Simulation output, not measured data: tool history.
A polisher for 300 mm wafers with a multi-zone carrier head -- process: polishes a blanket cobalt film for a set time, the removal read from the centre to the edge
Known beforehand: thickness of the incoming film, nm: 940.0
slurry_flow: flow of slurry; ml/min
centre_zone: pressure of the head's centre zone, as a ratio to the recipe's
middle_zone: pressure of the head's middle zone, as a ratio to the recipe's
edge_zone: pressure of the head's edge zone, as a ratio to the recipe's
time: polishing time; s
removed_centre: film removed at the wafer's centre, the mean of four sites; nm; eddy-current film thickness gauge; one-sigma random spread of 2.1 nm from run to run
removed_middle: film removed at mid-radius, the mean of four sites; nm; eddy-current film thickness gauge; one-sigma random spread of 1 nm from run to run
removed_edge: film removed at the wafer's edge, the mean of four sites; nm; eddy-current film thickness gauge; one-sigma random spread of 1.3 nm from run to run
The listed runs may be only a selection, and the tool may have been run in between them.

Run 1, hour 0: slurry_flow 130 ml/min, centre_zone 1, middle_zone 1, edge_zone 1, time 53 s. Result: removed_centre 164.88 nm, removed_middle 162.4 nm, removed_edge 166.18 nm.
Run 2, hour 3.4: slurry_flow 130 ml/min, centre_zone 1, middle_zone 1, edge_zone 1, time 64 s. Result: removed_centre 204.2 nm, removed_middle 194.52 nm, removed_edge 198.11 nm.
Run 3, hour 11.7: slurry_flow 120 ml/min, centre_zone 0.99, middle_zone 0.96, edge_zone 1.01, time 63 s. Result: removed_centre 192.18 nm, removed_middle 182.87 nm, removed_edge 197.08 nm.
Run 4, hour 18.8: slurry_flow 120 ml/min, centre_zone 0.99, middle_zone 1, edge_zone 1.01, time 63 s. Result: removed_centre 192.28 nm, removed_middle 189.85 nm, removed_edge 196.09 nm.
Run 5, hour 25.9: slurry_flow 115 ml/min, centre_zone 0.99, middle_zone 0.96, edge_zone 1.01, time 62 s. Result: removed_centre 190.18 nm, removed_middle 179.81 nm, removed_edge 192.33 nm.
Run 6, hour 30.5: slurry_flow 115 ml/min, centre_zone 0.99, middle_zone 0.96, edge_zone 0.98, time 62 s. Result: removed_centre 189.28 nm, removed_middle 177.89 nm, removed_edge 187.85 nm.
Run 7, hour 36.7: slurry_flow 110 ml/min, centre_zone 0.98, middle_zone 0.93, edge_zone 0.99, time 61 s. Result: removed_centre 180.81 nm, removed_middle 169.68 nm, removed_edge 185.56 nm.
Run 8, hour 43.4: slurry_flow 105 ml/min, centre_zone 0.98, middle_zone 0.91, edge_zone 1, time 61 s. Result: removed_centre 178.58 nm, removed_middle 165.58 nm, removed_edge 184.22 nm.

Run 9 comes next. What will it give?
Run 9, hour 47.1: slurry_flow 100 ml/min, centre_zone 0.98, middle_zone 0.89, edge_zone 1.02, time 61 s. Result: removed_centre ?, removed_middle ?, removed_edge ?.

{"run 9": {"removed_centre": 173.23, "removed_middle": 160.13, "removed_edge": 185.34}}
